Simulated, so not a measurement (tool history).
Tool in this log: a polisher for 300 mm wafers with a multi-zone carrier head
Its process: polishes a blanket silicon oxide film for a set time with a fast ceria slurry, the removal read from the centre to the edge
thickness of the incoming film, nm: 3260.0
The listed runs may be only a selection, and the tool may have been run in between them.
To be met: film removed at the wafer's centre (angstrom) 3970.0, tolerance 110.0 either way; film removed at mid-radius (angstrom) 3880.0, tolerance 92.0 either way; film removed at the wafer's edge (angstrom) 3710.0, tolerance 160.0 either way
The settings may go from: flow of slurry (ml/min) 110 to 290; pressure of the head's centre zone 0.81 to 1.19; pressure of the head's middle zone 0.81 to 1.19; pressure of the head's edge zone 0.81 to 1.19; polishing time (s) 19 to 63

| run | hour | flow of slurry (ml/min) | pressure of the head's centre zone | pressure of the head's middle zone | pressure of the head's edge zone | polishing time (s) | film removed at the wafer's centre (angstrom) | film removed at mid-radius (angstrom) | film removed at the wafer's edge (angstrom) |
|---|---|---|---|---|---|---|---|---|---|
| 1 | 0.0 | 185 | 1.00 | 1.00 | 1.00 | 41 | 5494.4 | 5542.6 | 5508.8 |
| 2 | 3.1 | 185 | 1.00 | 1.07 | 1.00 | 41 | 5568.7 | 5869.9 | 5451.9 |
| 3 | 8.5 | 185 | 1.00 | 1.05 | 0.97 | 39 | 5304.1 | 5525.0 | 5129.1 |
| 4 | 9.7 | 215 | 1.00 | 1.05 | 0.97 | 39 | 5443.5 | 5638.5 | 5205.6 |
| 5 | 14.2 | 215 | 1.00 | 1.05 | 1.04 | 39 | 5453.0 | 5627.5 | 5472.2 |
| 6 | 22.8 | 215 | 1.00 | 1.05 | 1.10 | 39 | 5376.3 | 5617.5 | 5607.9 |
| 7 | 28.5 | 210 | 1.00 | 1.03 | 1.06 | 37 | 5093.1 | 5277.4 | 5129.4 |
| 8 | 33.6 | 200 | 0.99 | 1.00 | 1.03 | 36 | 4889.5 | 4979.8 | 4861.8 |
| 9 | 41.9 | 190 | 0.98 | 0.97 | 1.00 | 35 | 4586.6 | 4682.1 | 4695.0 |
| 10 | 47.1 | 185 | 0.98 | 0.96 | 0.97 | 34 | 4501.1 | 4521.7 | 4523.5 |
| 11 | 52.0 | 155 | 0.97 | 0.93 | 0.87 | 28 | 3559.7 | 3465.1 | 3476.6 |
| 12 | 57.0 | 170 | 0.97 | 0.94 | 0.87 | 28 | 3577.1 | 3551.2 | 3395.5 |
| 13 | 64.9 | 180 | 0.98 | 0.94 | 0.89 | 28 | 3678.2 | 3616.5 | 3497.2 |
| 14 | 68.2 | 185 | 0.98 | 0.94 | 0.90 | 28 | 3738.6 | 3632.7 | 3604.2 |

Of the 5 settings listed for the next run, only one would bring every result within its allowed miss of target. Which one?
| A | 71.5 | 235 | 0.97 | 0.93 | 0.84 | 29 | ? | ? | ? |
| B | 71.5 | 180 | 0.92 | 0.87 | 0.97 | 32 | ? | ? | ? |
| C | 71.5 | 190 | 0.95 | 1.00 | 0.84 | 28 | ? | ? | ? |
| D | 71.5 | 170 | 0.87 | 0.89 | 1.01 | 32 | ? | ? | ? |
| E | 71.5 | 160 | 0.95 | 0.96 | 0.92 | 28 | ? | ? | ? |

| move | film removed at the wafer's centre (angstrom) | film removed at mid-radius (angstrom) | film removed at the wafer's edge (angstrom) |
|---|---|---|---|
| A | 3913.9 | 3861.3 | 3663.0 |
| B | 3936.0 | 3878.8 | 4199.8 |
| C | 3586.5 | 3845.9 | 3455.7 |
| D | 3696.7 | 3914.7 | 4250.7 |
| E | 3469.1 | 3607.7 | 3526.6 |
A: each result inside its tolerance
B: meets the target for the result that was furthest off, but another lies outside its allowed miss
C: meets the target for the result that was furthest off, but another lies outside its allowed miss
D: meets the target for the result that was furthest off, but another lies outside its allowed miss
E: its largest miss is bigger than the last run's
A is the move that brings every result within its allowed miss.
